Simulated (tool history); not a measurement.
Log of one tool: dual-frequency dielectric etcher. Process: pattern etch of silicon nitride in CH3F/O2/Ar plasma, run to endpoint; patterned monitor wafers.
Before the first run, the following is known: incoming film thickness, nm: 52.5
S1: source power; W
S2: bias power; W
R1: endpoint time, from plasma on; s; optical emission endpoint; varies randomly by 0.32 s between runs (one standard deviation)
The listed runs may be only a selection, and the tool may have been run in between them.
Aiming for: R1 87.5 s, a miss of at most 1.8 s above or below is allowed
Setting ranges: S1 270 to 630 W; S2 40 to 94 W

Run 1, day 0: S1 450 W, S2 67 W. Result: R1 78.678 s.
Run 2, day 0.312: S1 420 W, S2 66 W. Result: R1 79.537 s.
Run 3, day 0.542: S1 420 W, S2 71 W. Result: R1 78.718 s.
Run 4, day 0.775: S1 420 W, S2 66 W. Result: R1 79.932 s.
Run 5, day 0.821: S1 480 W, S2 66 W. Result: R1 77.59 s.
Run 6, day 1.142: S1 480 W, S2 76 W. Result: R1 75.248 s.
Run 7, day 1.171: S1 440 W, S2 71 W. Result: R1 78.465 s.
Run 8, day 1.275: S1 410 W, S2 68 W. Result: R1 79.383 s.

Exercise: of the 4 proposed moves below, exactly one satisfies all targets within the stated allowed misses. Which move is it?
Run A, day 1.379: S1 300 W, S2 46 W. Result: R1 ?.
Run B, day 1.379: S1 330 W, S2 69 W. Result: R1 ?.
Run C, day 1.379: S1 270 W, S2 64 W. Result: R1 ?.
Run D, day 1.379: S1 380 W, S2 65 W. Result: R1 ?.

move      R1
   A  92.334
   B  83.004
   C  87.655
   D  81.844
A: moves the result that the last run missed by most past its target, out the other side
B: closer than the last run, but not yet in spec
C: meets every target
D: closer than the last run, but not yet in spec
C meets every target.

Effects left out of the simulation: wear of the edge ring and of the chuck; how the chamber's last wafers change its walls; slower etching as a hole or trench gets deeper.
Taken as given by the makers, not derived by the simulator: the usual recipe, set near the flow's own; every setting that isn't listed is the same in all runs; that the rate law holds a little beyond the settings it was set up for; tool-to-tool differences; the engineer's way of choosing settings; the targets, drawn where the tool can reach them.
